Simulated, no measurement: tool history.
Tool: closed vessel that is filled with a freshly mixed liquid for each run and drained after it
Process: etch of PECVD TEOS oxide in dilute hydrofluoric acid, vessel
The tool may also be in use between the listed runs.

run,day,temperature setpoint of the liquid (C),parts of water to one part of 49 % hydrofluoric acid (parts by volume),time in the liquid (s),thickness taken off the PECVD TEOS oxide on a monitor wafer (angstrom)
1,0,25,255,80,42.111
2,0.271,24,255,80,40.231
3,0.529,23,255,80,39.509
4,0.858,24.5,255,80,41.269
5,0.946,23.5,255,80,39.584
6,1.125,23.5,255,80,40.209
7,1.508,22.5,255,80,38.367

What does the tool deliver on the next run?
8,1.554,22,255,80,?

Run 8 yielded thickness taken off the PECVD TEOS oxide on a monitor wafer (angstrom) 38.093.
